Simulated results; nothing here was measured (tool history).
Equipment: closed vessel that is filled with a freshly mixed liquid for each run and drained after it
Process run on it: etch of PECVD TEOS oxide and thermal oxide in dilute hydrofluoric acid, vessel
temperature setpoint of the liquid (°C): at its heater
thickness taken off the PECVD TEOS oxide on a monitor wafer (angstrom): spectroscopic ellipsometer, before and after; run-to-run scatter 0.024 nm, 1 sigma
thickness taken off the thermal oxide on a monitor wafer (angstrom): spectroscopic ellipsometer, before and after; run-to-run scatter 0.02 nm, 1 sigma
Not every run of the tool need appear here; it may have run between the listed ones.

run,day,temperature setpoint of the liquid (°C),parts of water to one part of 49 % hydrofluoric acid (parts by volume),time in the liquid (s),thickness taken off the PECVD TEOS oxide on a monitor wafer (angstrom),thickness taken off the thermal oxide on a monitor wafer (angstrom)
1,0,23,265,80,56.992,10.865
2,0.217,23,265,95,67.29,13.463
3,0.375,23,265,60,43.046,8.016
4,0.554,21.5,280,60,38.057,7.7383
5,0.658,21.5,295,60,35.88,7.0567
6,0.721,21,305,60,32.949,6.9196
7,0.783,21.5,315,60,32.636,6.4627
8,0.896,21.5,320,60,32.484,6.3686
9,1.242,21,325,60,30.714,5.8301
10,1.45,20.5,325,60,30.193,5.8998

What will run 11 give?
11,1.775,20,325,60,?,?

{"run 11": {"thickness taken off the PECVD TEOS oxide on a monitor wafer (angstrom)": 29.445, "thickness taken off the thermal oxide on a monitor wafer (angstrom)": 5.6593}}
